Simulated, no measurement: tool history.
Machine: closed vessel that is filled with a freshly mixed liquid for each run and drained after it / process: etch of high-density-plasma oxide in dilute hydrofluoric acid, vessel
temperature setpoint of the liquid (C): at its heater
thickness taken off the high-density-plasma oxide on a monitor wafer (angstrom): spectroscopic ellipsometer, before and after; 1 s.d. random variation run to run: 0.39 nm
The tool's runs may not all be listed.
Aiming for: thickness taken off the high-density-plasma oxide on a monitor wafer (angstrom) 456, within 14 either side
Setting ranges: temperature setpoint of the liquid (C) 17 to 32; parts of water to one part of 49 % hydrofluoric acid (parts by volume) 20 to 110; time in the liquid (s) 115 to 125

| run | hour | temperature setpoint of the liquid (C) | parts of water to one part of 49 % hydrofluoric acid (parts by volume) | time in the liquid (s) | thickness taken off the high-density-plasma oxide on a monitor wafer (angstrom) |
|---|---|---|---|---|---|
| 1 | 0 | 24 | 60 | 115 | 189.43 |
| 2 | 3.3 | 25 | 55 | 115 | 217.97 |
| 3 | 4.9 | 25.5 | 50 | 115 | 248.08 |
| 4 | 7.4 | 25.5 | 35 | 115 | 359.02 |
| 5 | 14.9 | 25.5 | 35 | 115 | 356.03 |
| 6 | 16.2 | 25.5 | 35 | 115 | 358.96 |
| 7 | 21.4 | 26 | 35 | 115 | 368.34 |
| 8 | 26.3 | 26.5 | 35 | 115 | 376.82 |
| 9 | 35.2 | 27 | 35 | 115 | 383.84 |
| 10 | 44.2 | 27.5 | 35 | 115 | 391.25 |

Below are 5 possible settings for the next run. Only one of them brings all results inside the allowed miss of their targets. Which is it?
| A | 53.2 | 23 | 25 | 125 | ? |
| B | 53.2 | 28 | 35 | 125 | ? |
| C | 53.2 | 26.5 | 30 | 125 | ? |
| D | 53.2 | 28.5 | 30 | 115 | ? |
| E | 53.2 | 26.5 | 30 | 120 | ? |

| move | thickness taken off the high-density-plasma oxide on a monitor wafer (angstrom) |
|---|---|
| A | 505.1 |
| B | 437.54 |
| C | 483.72 |
| D | 482.84 |
| E | 464.38 |
A: the result that was furthest off in the last run now lies on the other side of its target
B: closes in on the targets versus the last run, not all within tolerance yet
C: the result that was furthest off in the last run now lies on the other side of its target
D: the result that was furthest off in the last run now lies on the other side of its target
E: hits every target within its allowed miss
Correct choice: E, which meets every target
